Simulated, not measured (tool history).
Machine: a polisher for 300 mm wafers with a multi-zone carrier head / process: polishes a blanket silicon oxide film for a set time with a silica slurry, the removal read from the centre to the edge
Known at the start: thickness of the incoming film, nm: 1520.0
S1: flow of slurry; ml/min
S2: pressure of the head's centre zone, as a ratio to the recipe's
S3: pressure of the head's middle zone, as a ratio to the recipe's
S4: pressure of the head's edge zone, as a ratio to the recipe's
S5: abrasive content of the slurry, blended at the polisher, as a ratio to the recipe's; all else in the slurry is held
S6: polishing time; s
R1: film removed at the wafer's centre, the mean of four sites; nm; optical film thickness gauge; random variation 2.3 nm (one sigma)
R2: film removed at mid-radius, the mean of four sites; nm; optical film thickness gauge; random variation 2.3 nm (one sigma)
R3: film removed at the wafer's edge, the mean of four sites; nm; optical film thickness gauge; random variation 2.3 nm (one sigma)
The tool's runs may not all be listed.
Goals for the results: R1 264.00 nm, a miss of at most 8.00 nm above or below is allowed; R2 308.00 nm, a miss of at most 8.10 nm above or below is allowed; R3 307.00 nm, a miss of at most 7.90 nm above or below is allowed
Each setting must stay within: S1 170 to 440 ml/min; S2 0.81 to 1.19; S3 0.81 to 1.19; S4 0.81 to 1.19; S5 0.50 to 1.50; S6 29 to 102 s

run,hour,S1,S2,S3,S4,S5,S6,R1,R2,R3
1,0.0,280,1.00,1.00,1.00,1.00,65,193.72,203.75,197.11
2,5.3,285,0.99,1.02,1.05,1.15,68,213.83,230.42,225.82
3,9.9,285,0.99,1.02,1.05,1.15,52,165.06,176.45,175.59
4,10.6,285,0.99,1.02,1.11,1.15,52,165.80,174.81,178.85
5,12.6,290,0.98,1.04,1.13,1.25,59,191.16,215.20,212.59
6,17.4,295,0.98,1.03,1.15,1.35,63,212.31,232.81,237.25
7,24.8,300,0.97,1.04,1.16,1.40,66,227.21,248.70,249.38
8,29.9,280,0.95,1.04,1.17,1.45,70,238.39,264.32,270.55
9,34.8,295,0.94,1.05,1.18,1.45,72,238.38,281.35,280.06
10,36.8,310,0.94,1.05,1.18,1.45,73,247.21,280.46,286.13
11,43.5,320,0.94,1.06,1.18,1.45,74,246.29,289.86,292.21
12,48.4,335,0.95,1.07,1.18,1.45,74,251.99,290.77,292.70
13,54.2,340,0.95,1.08,1.18,1.45,74,249.33,293.43,294.35
14,57.5,350,0.96,1.09,1.18,1.45,74,256.34,300.37,293.23
15,63.6,355,0.96,1.09,1.18,1.45,74,256.24,300.03,293.96
16,72.3,360,0.96,1.09,1.18,1.45,74,255.56,299.50,295.22
17,74.2,370,0.96,1.09,1.18,1.45,74,257.38,302.20,294.10

Which single option among these 5 for the next run brings every result within its allowed miss of target? Just one does.
A,76.1,405,1.02,1.18,1.12,1.35,69,?,?,?
B,76.1,380,0.96,1.15,1.14,1.50,71,?,?,?
C,76.1,315,0.96,1.09,1.19,1.45,78,?,?,?
D,76.1,370,0.90,0.92,1.19,1.40,83,?,?,?
E,76.1,390,0.85,1.14,1.16,1.35,80,?,?,?

move,R1,R2,R3
A,250.76,289.71,260.18
B,251.28,302.11,280.30
C,267.48,307.77,307.20
D,267.11,284.25,326.92
E,241.08,325.38,306.64
A: lands further from the targets than the last run did
B: lands further from the targets than the last run did
C: meets every target
D: carries the result that was furthest off beyond its target, to the other side
E: gets the furthest-off result to its target, but another result is out of tolerance
C is the move that brings every result within its allowed miss.

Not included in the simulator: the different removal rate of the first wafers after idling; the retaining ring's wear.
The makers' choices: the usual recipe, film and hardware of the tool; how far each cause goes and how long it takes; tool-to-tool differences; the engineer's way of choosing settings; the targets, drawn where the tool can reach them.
